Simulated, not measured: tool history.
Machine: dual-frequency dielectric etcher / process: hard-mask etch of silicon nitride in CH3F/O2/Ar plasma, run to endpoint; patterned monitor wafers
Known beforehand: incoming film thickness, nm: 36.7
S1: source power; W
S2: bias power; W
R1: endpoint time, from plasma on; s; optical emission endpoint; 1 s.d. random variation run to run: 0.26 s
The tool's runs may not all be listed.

run 1 hour=0.0 | S1=540 S2=99 | R1=45.058
run 2 hour=5.0 | S1=570 S2=102 | R1=43.161
run 3 hour=13.0 | S1=600 S2=103 | R1=41.854
run 4 hour=15.9 | S1=620 S2=104 | R1=40.782
run 5 hour=21.2 | S1=640 S2=105 | R1=39.620
run 6 hour=22.1 | S1=640 S2=92 | R1=42.090
run 7 hour=24.7 | S1=660 S2=93 | R1=42.213
run 8 hour=25.8 | S1=680 S2=95 | R1=40.289
run 9 hour=28.4 | S1=690 S2=96 | R1=40.027
run 10 hour=32.5 | S1=690 S2=96 | R1=39.806
run 11 hour=38.3 | S1=700 S2=97 | R1=39.584

Estimate the outcome of run 12 from the log above:
run 12 hour=41.7 | S1=710 S2=98 | R1=?

Run 12 yielded R1 39.056 s.
